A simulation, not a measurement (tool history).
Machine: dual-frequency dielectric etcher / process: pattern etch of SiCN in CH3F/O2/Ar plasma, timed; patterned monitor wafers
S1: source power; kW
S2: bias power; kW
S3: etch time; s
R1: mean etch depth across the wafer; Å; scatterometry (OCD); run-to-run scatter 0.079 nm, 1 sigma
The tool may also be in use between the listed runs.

run 1 hour=0 | S1=0.48 S2=0.089 S3=57.5 | R1=253.9
run 2 hour=5.8 | S1=0.43 S2=0.084 S3=57.5 | R1=241.97
run 3 hour=9.5 | S1=0.48 S2=0.084 S3=57.5 | R1=248.78
run 4 hour=15.4 | S1=0.44 S2=0.078 S3=57.5 | R1=236.41
run 5 hour=21.1 | S1=0.47 S2=0.078 S3=57.5 | R1=239.32
-- hour=24.8 bias power generator calibrated
run 6 hour=24.8 | S1=0.53 S2=0.078 S3=57.5 | R1=252.39
run 7 hour=31.2 | S1=0.47 S2=0.075 S3=57.5 | R1=240.35

Predict the results of run 8:
run 8 hour=35 | S1=0.43 S2=0.071 S3=57.5 | R1=?

Run 8 measured R1 230.94 Å.
